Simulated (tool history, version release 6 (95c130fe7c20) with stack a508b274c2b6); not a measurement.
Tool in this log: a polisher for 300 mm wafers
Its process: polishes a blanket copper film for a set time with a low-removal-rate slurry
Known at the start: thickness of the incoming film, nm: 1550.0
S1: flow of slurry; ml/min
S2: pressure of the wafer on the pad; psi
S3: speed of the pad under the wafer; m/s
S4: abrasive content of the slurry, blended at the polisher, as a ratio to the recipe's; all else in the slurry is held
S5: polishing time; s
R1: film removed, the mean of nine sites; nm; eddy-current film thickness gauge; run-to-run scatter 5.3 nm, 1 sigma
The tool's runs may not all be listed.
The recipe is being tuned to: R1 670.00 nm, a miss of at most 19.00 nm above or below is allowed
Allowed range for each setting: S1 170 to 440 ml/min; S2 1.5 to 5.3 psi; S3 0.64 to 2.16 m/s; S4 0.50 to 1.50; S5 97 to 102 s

| run | hour | S1 | S2 | S3 | S4 | S5 | R1 |
|---|---|---|---|---|---|---|---|
| 1 | 0.0 | 280 | 3.4 | 1.40 | 1.00 | 97 | 362.72 |
| 2 | 3.1 | 280 | 3.4 | 1.40 | 0.90 | 97 | 356.31 |
| 3 | 8.3 | 280 | 3.9 | 1.42 | 0.90 | 97 | 406.38 |
| 4 | 9.4 | 340 | 3.9 | 1.42 | 0.90 | 97 | 416.71 |
|  | 16.2 | worn pad replaced by a new one |
| 5 | 16.2 | 340 | 3.9 | 1.42 | 1.10 | 97 | 472.78 |
| 6 | 22.1 | 295 | 3.9 | 1.42 | 1.10 | 97 | 471.73 |
| 7 | 24.1 | 295 | 4.2 | 1.42 | 1.10 | 97 | 493.28 |
| 8 | 28.5 | 310 | 4.5 | 1.42 | 1.10 | 97 | 538.83 |
| 9 | 32.3 | 310 | 5.3 | 1.44 | 1.10 | 97 | 629.93 |
| 10 | 34.0 | 310 | 5.3 | 1.44 | 1.10 | 97 | 640.50 |
| 11 | 42.5 | 315 | 5.3 | 1.46 | 1.10 | 97 | 648.45 |
| 12 | 49.7 | 315 | 5.3 | 1.46 | 1.10 | 97 | 641.72 |
| 13 | 52.3 | 315 | 5.3 | 1.46 | 1.10 | 97 | 644.04 |

Below are 5 possible settings for the next run. Only one of them brings all results inside the allowed miss of their targets. Which is it?
| A | 54.9 | 285 | 5.0 | 1.54 | 1.05 | 102 | ? |
| B | 54.9 | 275 | 4.9 | 1.52 | 1.20 | 97 | ? |
| C | 54.9 | 340 | 4.8 | 1.80 | 0.95 | 98 | ? |
| D | 54.9 | 285 | 5.1 | 1.46 | 0.95 | 97 | ? |
| E | 54.9 | 335 | 5.1 | 1.46 | 1.05 | 97 | ? |

| move | R1 |
|---|---|
| A | 667.18 |
| B | 625.97 |
| C | 718.93 |
| D | 604.10 |
| E | 623.14 |
A: all results in spec
B: moves away from the targets compared with the last run
C: takes the result that was furthest off past its target
D: moves away from the targets compared with the last run
E: moves away from the targets compared with the last run
Go with A: it meets all targets.

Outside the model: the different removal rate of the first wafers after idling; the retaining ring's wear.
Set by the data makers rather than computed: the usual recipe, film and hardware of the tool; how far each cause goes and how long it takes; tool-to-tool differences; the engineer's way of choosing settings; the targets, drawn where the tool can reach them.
